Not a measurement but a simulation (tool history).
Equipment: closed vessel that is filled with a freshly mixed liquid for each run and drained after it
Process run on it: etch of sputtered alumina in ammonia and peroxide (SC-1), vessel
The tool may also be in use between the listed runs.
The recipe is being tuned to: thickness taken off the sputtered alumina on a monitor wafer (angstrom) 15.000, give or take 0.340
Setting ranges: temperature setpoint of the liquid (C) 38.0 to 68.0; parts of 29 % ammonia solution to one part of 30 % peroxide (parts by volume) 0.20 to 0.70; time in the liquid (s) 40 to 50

run	hour	temperature setpoint of the liquid (C)	parts of 29 % ammonia solution to one part of 30 % peroxide (parts by volume)	time in the liquid (s)	thickness taken off the sputtered alumina on a monitor wafer (angstrom)
1	0.0	52.0	0.40	50	31.162
2	0.9	52.0	0.40	40	24.816
3	7.1	47.0	0.40	40	18.761
4	9.5	42.5	0.40	40	14.469
5	14.5	47.0	0.40	40	18.551
6	20.6	47.0	0.40	50	23.310
7	27.6	45.5	0.40	50	21.308
8	28.7	45.5	0.40	50	21.452

4 next moves are on the table. One of them brings every result within its allowed miss. Which?
A	29.8	44.5	0.40	40	?
B	29.8	42.5	0.30	50	?
C	29.8	40.5	0.35	45	?
D	29.8	40.5	0.20	50	?

move	thickness taken off the sputtered alumina on a monitor wafer (angstrom)
A	16.126
B	17.479
C	14.204
D	14.959
A: better than the last run, though not everything is in spec
B: better than the last run, though not everything is in spec
C: takes the result that was furthest off past its target
D: each result inside its tolerance
D is the move that brings every result within its allowed miss.
